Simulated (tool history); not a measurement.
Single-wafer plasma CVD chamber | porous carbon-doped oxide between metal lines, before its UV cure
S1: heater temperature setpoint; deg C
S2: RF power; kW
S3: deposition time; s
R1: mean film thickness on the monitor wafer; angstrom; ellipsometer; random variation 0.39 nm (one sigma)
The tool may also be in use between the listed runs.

run	hour	S1	S2	S3	R1
1	0.0	310	0.460	40.9	2053.6
2	5.5	310	0.485	40.9	2152.8
3	7.7	301	0.485	40.9	2276.2
4	15.8	301	0.485	42.2	2330.0
5	23.4	305	0.460	42.0	2177.2
6	27.3	308	0.440	41.8	2028.1
7	29.9	311	0.425	41.7	1925.8
8	32.5	314	0.415	41.6	1846.0
9	39.4	316	0.405	41.6	1775.4
10	43.8	318	0.400	41.6	1737.3
11	51.0	320	0.395	41.6	1692.9
12	59.1	322	0.390	41.6	1655.5
13	66.7	323	0.385	41.6	1620.8
14	75.2	324	0.385	41.6	1619.0
15	83.6	325	0.385	41.6	1601.0
16	87.2	326	0.385	41.6	1592.3
17	93.3	327	0.385	41.6	1582.2
18	98.2	328	0.385	41.6	1578.2
19	100.7	328	0.385	41.6	1571.4

Forecast run 20:
20	105.8	329	0.385	41.6	?

R1: 1565.0 angstrom
